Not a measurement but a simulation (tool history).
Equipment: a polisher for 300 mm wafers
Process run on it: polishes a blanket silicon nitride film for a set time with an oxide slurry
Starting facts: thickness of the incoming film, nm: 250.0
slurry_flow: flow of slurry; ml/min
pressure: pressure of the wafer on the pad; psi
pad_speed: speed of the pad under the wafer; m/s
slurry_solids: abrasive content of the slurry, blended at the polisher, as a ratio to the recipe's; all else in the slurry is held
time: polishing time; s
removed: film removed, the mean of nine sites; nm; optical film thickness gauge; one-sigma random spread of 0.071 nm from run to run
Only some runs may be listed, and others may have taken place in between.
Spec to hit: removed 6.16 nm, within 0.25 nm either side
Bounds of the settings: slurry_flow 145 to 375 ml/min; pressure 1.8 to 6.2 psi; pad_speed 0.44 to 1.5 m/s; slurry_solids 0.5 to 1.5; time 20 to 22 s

Run 1, hour 0: slurry_flow 240 ml/min, pressure 4 psi, pad_speed 0.96 m/s, slurry_solids 1, time 22 s. Result: removed 12.596 nm.
Run 2, hour 4.2: slurry_flow 240 ml/min, pressure 3.6 psi, pad_speed 0.92 m/s, slurry_solids 1, time 22 s. Result: removed 10.895 nm.
Run 3, hour 12.6: slurry_flow 240 ml/min, pressure 3.3 psi, pad_speed 0.9 m/s, slurry_solids 1, time 22 s. Result: removed 10.114 nm.
Run 4, hour 20: slurry_flow 240 ml/min, pressure 3.3 psi, pad_speed 1.02 m/s, slurry_solids 1, time 22 s. Result: removed 10.858 nm.
Run 5, hour 27.7: slurry_flow 240 ml/min, pressure 3 psi, pad_speed 0.98 m/s, slurry_solids 1, time 22 s. Result: removed 9.7982 nm.
Run 6, hour 34.7: slurry_flow 240 ml/min, pressure 3 psi, pad_speed 0.98 m/s, slurry_solids 1, time 22 s. Result: removed 9.6593 nm.
Run 7, hour 41.7: slurry_flow 240 ml/min, pressure 2.8 psi, pad_speed 0.96 m/s, slurry_solids 1, time 22 s. Result: removed 9.0331 nm.
Run 8, hour 43.7: slurry_flow 240 ml/min, pressure 2.6 psi, pad_speed 0.94 m/s, slurry_solids 1, time 22 s. Result: removed 8.2535 nm.
Run 9, hour 52.6: slurry_flow 240 ml/min, pressure 2.4 psi, pad_speed 0.92 m/s, slurry_solids 1, time 22 s. Result: removed 7.4667 nm.
Run 10, hour 56.1: slurry_flow 240 ml/min, pressure 2.3 psi, pad_speed 0.92 m/s, slurry_solids 1, time 22 s. Result: removed 7.2302 nm.
Run 11, hour 65: slurry_flow 240 ml/min, pressure 2.2 psi, pad_speed 0.92 m/s, slurry_solids 1, time 22 s. Result: removed 6.9397 nm.
Run 12, hour 73.3: slurry_flow 240 ml/min, pressure 2.1 psi, pad_speed 0.92 m/s, slurry_solids 1, time 22 s. Result: removed 6.6593 nm.

Exercise: of the 5 proposed moves below, exactly one satisfies all targets within the stated allowed misses. Which move is it?
Run A, hour 81.6: slurry_flow 240 ml/min, pressure 2.2 psi, pad_speed 1.1 m/s, slurry_solids 0.95, time 20 s. Result: removed ?.
Run B, hour 81.6: slurry_flow 250 ml/min, pressure 2.3 psi, pad_speed 1.06 m/s, slurry_solids 0.8, time 22 s. Result: removed ?.
Run C, hour 81.6: slurry_flow 200 ml/min, pressure 2.3 psi, pad_speed 0.96 m/s, slurry_solids 1, time 21 s. Result: removed ?.
Run D, hour 81.6: slurry_flow 265 ml/min, pressure 2.6 psi, pad_speed 0.86 m/s, slurry_solids 1, time 22 s. Result: removed ?.
Run E, hour 81.6: slurry_flow 245 ml/min, pressure 2.8 psi, pad_speed 0.62 m/s, slurry_solids 1.15, time 20 s. Result: removed ?.

move  removed
   A   6.9787
   B   7.2382
   C   6.8552
   D   7.6869
   E   6.1231
A: the biggest miss grows against the last run
B: the biggest miss grows against the last run
C: the biggest miss grows against the last run
D: the biggest miss grows against the last run
E: every result lands within tolerance
E is the move that brings every result within its allowed miss.
